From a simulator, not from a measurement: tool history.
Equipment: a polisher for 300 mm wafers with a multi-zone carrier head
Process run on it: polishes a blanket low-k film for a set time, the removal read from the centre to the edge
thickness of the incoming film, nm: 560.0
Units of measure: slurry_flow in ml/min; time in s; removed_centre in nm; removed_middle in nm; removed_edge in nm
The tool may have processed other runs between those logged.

{"run": 1, "day": 0.0, "slurry_flow": 270, "centre_zone": 1, "middle_zone": 1, "edge_zone": 1, "slurry_solids": 1, "time": 52, "removed_centre": 16.667, "removed_middle": 17.47, "removed_edge": 16.901}
{"run": 2, "day": 0.25, "slurry_flow": 270, "centre_zone": 0.92, "middle_zone": 1, "edge_zone": 1, "slurry_solids": 1, "time": 52, "removed_centre": 15.366, "removed_middle": 17.288, "removed_edge": 16.97}
{"run": 3, "day": 0.404, "slurry_flow": 270, "centre_zone": 0.92, "middle_zone": 1, "edge_zone": 1, "slurry_solids": 1, "time": 64, "removed_centre": 19.103, "removed_middle": 21.376, "removed_edge": 21.388}
{"run": 4, "day": 0.633, "slurry_flow": 225, "centre_zone": 0.92, "middle_zone": 1, "edge_zone": 1, "slurry_solids": 1, "time": 64, "removed_centre": 18.499, "removed_middle": 21.011, "removed_edge": 20.635}
{"run": 5, "day": 0.788, "slurry_flow": 225, "centre_zone": 0.92, "middle_zone": 0.93, "edge_zone": 1, "slurry_solids": 1, "time": 64, "removed_centre": 18.512, "removed_middle": 19.143, "removed_edge": 20.662}
{"run": 6, "day": 0.971, "slurry_flow": 225, "centre_zone": 0.92, "middle_zone": 0.87, "edge_zone": 1, "slurry_solids": 1, "time": 64, "removed_centre": 18.962, "removed_middle": 18.644, "removed_edge": 20.86}
{"run": 7, "day": 1.221, "slurry_flow": 235, "centre_zone": 0.92, "middle_zone": 0.88, "edge_zone": 1, "slurry_solids": 1, "time": 64, "removed_centre": 18.628, "removed_middle": 19.127, "removed_edge": 20.763}
{"run": 8, "day": 1.475, "slurry_flow": 240, "centre_zone": 0.93, "middle_zone": 0.88, "edge_zone": 1, "slurry_solids": 1, "time": 64, "removed_centre": 19.179, "removed_middle": 19.005, "removed_edge": 20.901}
{"run": 9, "day": 1.533, "slurry_flow": 245, "centre_zone": 0.93, "middle_zone": 0.89, "edge_zone": 1, "slurry_solids": 1, "time": 64, "removed_centre": 19.185, "removed_middle": 19.295, "removed_edge": 20.27}

Run 10 has not been measured yet. What should we expect?
{"run": 10, "day": 1.562, "slurry_flow": 245, "centre_zone": 0.93, "middle_zone": 0.89, "edge_zone": 1.01, "slurry_solids": 1, "time": 64, "removed_centre": "?", "removed_middle": "?", "removed_edge": "?"}

removed_centre: 19.346 nm
removed_middle: 19.429 nm
removed_edge: 21.089 nm

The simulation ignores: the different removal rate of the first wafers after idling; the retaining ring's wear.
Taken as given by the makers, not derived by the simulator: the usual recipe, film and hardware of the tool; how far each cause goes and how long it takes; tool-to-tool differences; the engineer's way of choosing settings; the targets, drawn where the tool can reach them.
